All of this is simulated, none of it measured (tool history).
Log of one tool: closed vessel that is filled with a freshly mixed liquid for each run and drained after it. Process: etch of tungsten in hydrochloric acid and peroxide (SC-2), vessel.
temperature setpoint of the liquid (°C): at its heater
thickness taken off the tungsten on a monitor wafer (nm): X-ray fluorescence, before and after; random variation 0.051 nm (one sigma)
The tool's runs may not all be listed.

run  hour  temperature setpoint of the liquid (°C)  parts of water to one part each of 37 % hydrochloric acid and 30 % peroxide (parts by volume)  time in the liquid (s)  thickness taken off the tungsten on a monitor wafer (nm)
  1     0                                       58                                                                                            6.5                      30                                                    15.505
  2   4.8                                     57.5                                                                                            6.5                      30                                                    15.037
  3   5.6                                     57.5                                                                                            6.5                      30                                                    15.099
  4   8.5                                       62                                                                                            6.5                      30                                                    20.042
  5  10.9                                       62                                                                                              8                      30                                                    16.823
  6  16.5                                       62                                                                                              9                      30                                                    15.458
  7  18.5                                     57.5                                                                                              9                      30                                                    11.654

Run 8 comes next. What will it give?
  8  19.2                                       58                                                                                              9                      30                                                         ?

thickness taken off the tungsten on a monitor wafer (nm): 12.032

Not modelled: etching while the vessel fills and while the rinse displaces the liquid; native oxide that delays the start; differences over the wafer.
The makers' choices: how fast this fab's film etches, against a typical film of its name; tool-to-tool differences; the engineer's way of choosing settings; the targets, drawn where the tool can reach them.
